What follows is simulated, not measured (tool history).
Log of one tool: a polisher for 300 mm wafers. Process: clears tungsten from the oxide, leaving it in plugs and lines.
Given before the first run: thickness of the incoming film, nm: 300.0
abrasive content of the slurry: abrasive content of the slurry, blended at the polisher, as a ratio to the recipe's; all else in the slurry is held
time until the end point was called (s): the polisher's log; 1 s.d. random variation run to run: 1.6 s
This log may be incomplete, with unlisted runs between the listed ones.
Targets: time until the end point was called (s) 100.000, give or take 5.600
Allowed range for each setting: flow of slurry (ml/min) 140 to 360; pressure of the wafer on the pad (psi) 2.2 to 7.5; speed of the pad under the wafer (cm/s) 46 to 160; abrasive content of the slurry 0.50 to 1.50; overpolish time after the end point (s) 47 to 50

run    day  flow of slurry (ml/min)  pressure of the wafer on the pad (psi)  speed of the pad under the wafer (cm/s)  abrasive content of the slurry  overpolish time after the end point (s)  time until the end point was called (s)
  1  0.000                      230                                     4.8                                      102                            1.00                                       47                                   48.129
  2  0.083                      230                                     4.8                                      102                            1.00                                       47                                   48.418
  3  0.346                      230                                     4.8                                      116                            1.00                                       47                                   42.747
  4  0.371                      175                                     4.8                                      116                            1.00                                       47                                   44.276
  5  0.562                      175                                     4.5                                      112                            1.00                                       47                                   49.090
     0.721  -- head pressure recalibrated
  6  0.721                      175                                     4.2                                      110                            1.00                                       47                                   45.551
  7  0.879                      170                                     4.6                                      102                            0.95                                       47                                   46.809
  8  0.942                      185                                     4.3                                       96                            1.00                                       47                                   52.886
  9  1.250                      185                                     4.0                                       90                            1.05                                       47                                   57.442
 10  1.408                      185                                     3.8                                       84                            1.05                                       47                                   65.240
 11  1.633                      185                                     3.6                                       82                            1.05                                       47                                   69.048
 12  1.862                      180                                     2.2                                       70                            1.05                                       47                                  123.790
 13  2.104                      180                                     2.3                                       70                            1.05                                       47                                  121.740
 14  2.158                      180                                     2.4                                       70                            1.05                                       47                                  116.490
 15  2.212                      180                                     2.4                                       70                            1.05                                       47                                  116.480
 16  2.383                      180                                     2.5                                       70                            1.05                                       47                                  112.230
 17  2.533                      180                                     2.7                                       70                            1.05                                       47                                  105.120

Pick the move, out of 5, that brings all results within their allowed miss; only one does.
  A  2.683                      140                                     2.4                                       72                            1.05                                       47                                        ?
  B  2.683                      170                                     2.5                                       72                            1.05                                       47                                        ?
  C  2.683                      185                                     3.9                                       46                            1.05                                       50                                        ?
  D  2.683                      185                                     3.9                                       62                            1.10                                       47                                        ?
  E  2.683                      305                                     3.1                                       62                            1.00                                       47                                        ?

move  time until the end point was called (s)
   A                                  118.610
   B                                  111.910
   C                                  113.510
   D                                   84.672
   E                                  102.040
A: moves away from the targets compared with the last run
B: moves away from the targets compared with the last run
C: moves away from the targets compared with the last run
D: takes the result that was furthest off past its target
E: every result lands within tolerance
Go with E: it meets all targets.

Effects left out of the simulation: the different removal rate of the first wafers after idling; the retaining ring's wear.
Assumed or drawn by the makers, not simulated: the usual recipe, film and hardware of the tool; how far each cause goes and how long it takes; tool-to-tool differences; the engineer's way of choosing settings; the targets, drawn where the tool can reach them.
